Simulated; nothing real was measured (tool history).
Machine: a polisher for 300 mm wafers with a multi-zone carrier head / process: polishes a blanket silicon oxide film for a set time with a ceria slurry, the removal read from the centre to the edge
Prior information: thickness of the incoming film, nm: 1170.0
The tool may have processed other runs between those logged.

run  hour  flow of slurry (ml/min)  pressure of the head's centre zone  pressure of the head's middle zone  pressure of the head's edge zone  polishing time (s)  film removed at the wafer's centre (angstrom)  film removed at mid-radius (angstrom)  film removed at the wafer's edge (angstrom)
  1   0.0                      155                                1.00                                1.00                              1.00                  35                                         2279.9                                 2283.0                                       2272.0
  2   6.1                      185                                1.00                                1.00                              1.00                  35                                         2329.9                                 2402.2                                       2302.6
  3  10.0                      185                                0.94                                1.00                              1.00                  35                                         2205.5                                 2364.7                                       2274.9
  4  10.8                      185                                0.86                                1.00                              1.00                  35                                         2031.1                                 2374.0                                       2305.6
  5  14.1                      190                                0.93                                1.00                              1.03                  36                                         2226.8                                 2467.0                                       2425.8
  6  17.4                      190                                0.93                                0.92                              1.03                  36                                         2249.2                                 2282.3                                       2456.7
  7  18.4                      235                                1.03                                1.01                              1.09                  38                                         2757.5                                 2662.8                                       2677.6
  8  19.8                      235                                1.05                                1.01                              1.09                  38                                         2800.0                                 2704.8                                       2658.5
  9  26.3                      235                                1.07                                1.00                              1.10                  38                                         2846.1                                 2696.0                                       2697.0
 10  35.0                      235                                1.09                                0.99                              1.10                  38                                         2861.3                                 2636.4                                       2697.5

Run 11 comes next. What will it give?
 11  41.5                      235                                1.11                                0.99                              1.10                  38                                              ?                                      ?                                            ?

{"run 11": {"film removed at the wafer's centre (angstrom)": 2925.0, "film removed at mid-radius (angstrom)": 2674.6, "film removed at the wafer's edge (angstrom)": 2690.7}}

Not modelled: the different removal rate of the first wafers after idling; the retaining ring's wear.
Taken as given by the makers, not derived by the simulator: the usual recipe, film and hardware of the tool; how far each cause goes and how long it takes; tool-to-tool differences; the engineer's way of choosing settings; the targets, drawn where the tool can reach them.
